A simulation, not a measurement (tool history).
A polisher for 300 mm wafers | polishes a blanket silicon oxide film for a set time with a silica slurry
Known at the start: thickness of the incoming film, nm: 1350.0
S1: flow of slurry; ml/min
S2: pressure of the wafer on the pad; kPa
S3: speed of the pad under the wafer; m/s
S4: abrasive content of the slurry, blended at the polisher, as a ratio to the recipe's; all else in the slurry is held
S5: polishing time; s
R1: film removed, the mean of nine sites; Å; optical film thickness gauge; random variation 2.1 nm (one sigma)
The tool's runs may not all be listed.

run  hour   S1    S2    S3   S4   S5      R1
  1   0.0  265  26.9  1.36  1.0  106  3165.5
  2   3.8  265  26.9  1.64  1.0  106  3620.1
  3  10.5  265  23.4  1.64  1.0  106  3230.6
  4  16.7  265  20.7  1.54  1.0  106  2803.2
  5  24.3  315  20.7  1.54  1.0  106  2888.3
  6  33.0  310  18.6  1.46  1.0  106  2538.3
  7  39.9  305  16.5  1.40  1.0  106  2288.7
  8  43.8  300  15.2  1.36  1.0  106  2068.1
  9  46.2  290  14.5  1.36  1.0  106  2007.7
 10  53.3  290  14.5  1.36  1.0  106  1996.4

The next listed run, before its measurement:
 11  58.2  280  13.8  1.36  1.0  106   ?

Run 11 gave R1 1929.4 Å.
